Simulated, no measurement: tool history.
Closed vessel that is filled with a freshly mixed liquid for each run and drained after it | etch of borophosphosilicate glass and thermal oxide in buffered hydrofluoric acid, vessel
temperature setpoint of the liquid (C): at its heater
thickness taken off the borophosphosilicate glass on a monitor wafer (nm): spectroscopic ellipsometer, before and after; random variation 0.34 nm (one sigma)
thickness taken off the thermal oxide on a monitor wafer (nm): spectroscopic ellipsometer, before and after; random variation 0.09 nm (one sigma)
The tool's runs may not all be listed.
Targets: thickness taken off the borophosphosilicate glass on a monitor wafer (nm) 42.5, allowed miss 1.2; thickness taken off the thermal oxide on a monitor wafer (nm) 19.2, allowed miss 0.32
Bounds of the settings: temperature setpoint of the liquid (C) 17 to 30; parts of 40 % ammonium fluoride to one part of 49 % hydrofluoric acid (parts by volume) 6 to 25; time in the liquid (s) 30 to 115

run	hour	temperature setpoint of the liquid (C)	parts of 40 % ammonium fluoride to one part of 49 % hydrofluoric acid (parts by volume)	time in the liquid (s)	thickness taken off the borophosphosilicate glass on a monitor wafer (nm)	thickness taken off the thermal oxide on a monitor wafer (nm)
1	0	22	15.5	60	83.154	38.08
2	8.2	20.5	17	60	70.332	32.028
3	14.5	23.5	17	60	83.611	37.7
4	21.9	22	17	60	76.185	34.743
5	29.9	20.5	18.5	60	64.963	29.364
6	34.1	20.5	18.5	50	54.049	24.176
7	38.2	19.5	18.5	50	50.93	23.271
8	46.5	17.5	20.5	50	41.417	18.668

Which of these 4 next moves meets every target?
A	54.8	21	22.5	45	?	?
B	54.8	22.5	23	40	?	?
C	54.8	18.5	20.5	45	?	?
D	54.8	18	19.5	45	?	?

move	thickness taken off the borophosphosilicate glass on a monitor wafer (nm)	thickness taken off the thermal oxide on a monitor wafer (nm)
A	42.973	19.341
B	40.859	18.406
C	39.884	17.917
D	40.454	18.164
A: meets every target
B: further off than the last run
C: further off than the last run
D: further off than the last run
Move A is the one to make.
